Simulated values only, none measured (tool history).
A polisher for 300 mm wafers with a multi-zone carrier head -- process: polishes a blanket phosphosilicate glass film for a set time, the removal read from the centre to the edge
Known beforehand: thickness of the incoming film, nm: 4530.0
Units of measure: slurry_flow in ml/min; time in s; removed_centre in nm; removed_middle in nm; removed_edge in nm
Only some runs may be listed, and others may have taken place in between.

run,hour,slurry_flow,centre_zone,middle_zone,edge_zone,slurry_solids,time,removed_centre,removed_middle,removed_edge
1,0.0,270,1.00,1.00,1.00,1.00,53,474.76,489.17,478.26
2,4.9,280,1.02,1.03,1.00,1.05,53,492.09,510.09,498.66
3,5.7,280,1.02,0.95,1.00,1.05,53,493.05,475.95,492.32
4,10.6,280,1.02,0.95,1.00,1.05,48,446.36,430.28,442.67
5,16.5,280,1.02,0.99,1.00,1.05,48,442.49,443.37,439.47
6,22.1,280,0.96,0.99,1.00,1.05,48,418.13,447.37,445.17
7,24.4,285,0.98,1.02,0.98,1.10,48,434.50,466.81,447.52
8,25.2,290,1.00,1.05,0.97,1.15,49,465.87,495.78,461.30
9,32.5,295,1.01,1.07,0.97,1.20,50,486.72,520.56,475.24

Forecast run 10:
10,33.4,345,1.09,1.17,1.00,1.45,53,?,?,?

Run 10 gave removed_centre 597.27 nm, removed_middle 639.61 nm, removed_edge 558.85 nm.
